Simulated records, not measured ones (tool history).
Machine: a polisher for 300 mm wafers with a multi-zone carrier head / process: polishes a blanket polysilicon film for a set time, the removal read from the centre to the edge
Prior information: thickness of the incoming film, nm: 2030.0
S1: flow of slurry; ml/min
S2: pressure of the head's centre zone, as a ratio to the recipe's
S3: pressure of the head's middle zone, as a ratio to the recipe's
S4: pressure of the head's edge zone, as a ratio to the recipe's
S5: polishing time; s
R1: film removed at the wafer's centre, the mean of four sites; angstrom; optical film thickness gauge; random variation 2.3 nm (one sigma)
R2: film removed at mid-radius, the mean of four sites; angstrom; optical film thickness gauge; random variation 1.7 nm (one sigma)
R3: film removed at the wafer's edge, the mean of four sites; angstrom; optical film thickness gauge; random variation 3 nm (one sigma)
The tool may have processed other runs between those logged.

run 1 hour=0 | S1=290 S2=1 S3=1 S4=1 S5=73 | R1=5013.8 R2=4982.5 R3=4803.7
run 2 hour=5.6 | S1=280 S2=0.97 S3=0.97 S4=0.97 S5=65 | R1=4295.1 R2=4341.3 R3=4173
run 3 hour=13 | S1=280 S2=0.97 S3=0.97 S4=0.97 S5=72 | R1=4780.3 R2=4793.3 R3=4701.4
run 4 hour=20.4 | S1=275 S2=0.95 S3=0.94 S4=0.96 S5=64 | R1=4125.4 R2=4162.7 R3=4142
run 5 hour=25 | S1=275 S2=0.95 S3=0.94 S4=0.96 S5=81 | R1=5131.5 R2=5276.2 R3=5330.6
run 6 hour=28.5 | S1=270 S2=0.93 S3=0.92 S4=0.94 S5=71 | R1=4434.3 R2=4591.3 R3=4593.3

Run 7 comes next. What will it give?
run 7 hour=35.1 | S1=255 S2=0.92 S3=0.9 S4=0.94 S5=63 | R1=? R2=? R3=?

R1: 3888.3 angstrom
R2: 3991 angstrom
R3: 3975.7 angstrom

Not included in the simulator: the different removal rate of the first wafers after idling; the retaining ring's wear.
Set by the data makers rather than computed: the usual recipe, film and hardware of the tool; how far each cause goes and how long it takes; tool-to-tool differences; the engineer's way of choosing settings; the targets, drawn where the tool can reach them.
